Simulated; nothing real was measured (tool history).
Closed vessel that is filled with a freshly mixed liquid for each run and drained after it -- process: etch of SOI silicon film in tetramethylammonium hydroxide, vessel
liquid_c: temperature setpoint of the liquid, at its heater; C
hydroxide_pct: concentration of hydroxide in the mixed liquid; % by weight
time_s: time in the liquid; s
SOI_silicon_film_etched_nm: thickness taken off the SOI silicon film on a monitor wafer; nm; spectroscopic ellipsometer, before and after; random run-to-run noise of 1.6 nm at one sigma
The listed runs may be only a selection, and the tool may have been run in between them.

Run 1, hour 0: liquid_c 64 C, hydroxide_pct 10.5 % by weight, time_s 105 s. Result: SOI_silicon_film_etched_nm 540.39 nm.
Run 2, hour 3.9: liquid_c 64 C, hydroxide_pct 10.5 % by weight, time_s 105 s. Result: SOI_silicon_film_etched_nm 538.44 nm.
Run 3, hour 5.3: liquid_c 64 C, hydroxide_pct 9.5 % by weight, time_s 105 s. Result: SOI_silicon_film_etched_nm 557.66 nm.
Run 4, hour 12.5: liquid_c 62.5 C, hydroxide_pct 9.5 % by weight, time_s 105 s. Result: SOI_silicon_film_etched_nm 507.35 nm.
Run 5, hour 13.2: liquid_c 62.5 C, hydroxide_pct 9.5 % by weight, time_s 105 s. Result: SOI_silicon_film_etched_nm 510.84 nm.
Run 6, hour 21.8: liquid_c 62.5 C, hydroxide_pct 9.5 % by weight, time_s 110 s. Result: SOI_silicon_film_etched_nm 530.67 nm.
Run 7, hour 23.5: liquid_c 61.5 C, hydroxide_pct 9.5 % by weight, time_s 110 s. Result: SOI_silicon_film_etched_nm 503.76 nm.

Run 8 is up next; what results do you expect?
Run 8, hour 30.6: liquid_c 60.5 C, hydroxide_pct 9.5 % by weight, time_s 110 s. Result: SOI_silicon_film_etched_nm ?.

{"run 8": {"SOI_silicon_film_etched_nm": 469.34}}

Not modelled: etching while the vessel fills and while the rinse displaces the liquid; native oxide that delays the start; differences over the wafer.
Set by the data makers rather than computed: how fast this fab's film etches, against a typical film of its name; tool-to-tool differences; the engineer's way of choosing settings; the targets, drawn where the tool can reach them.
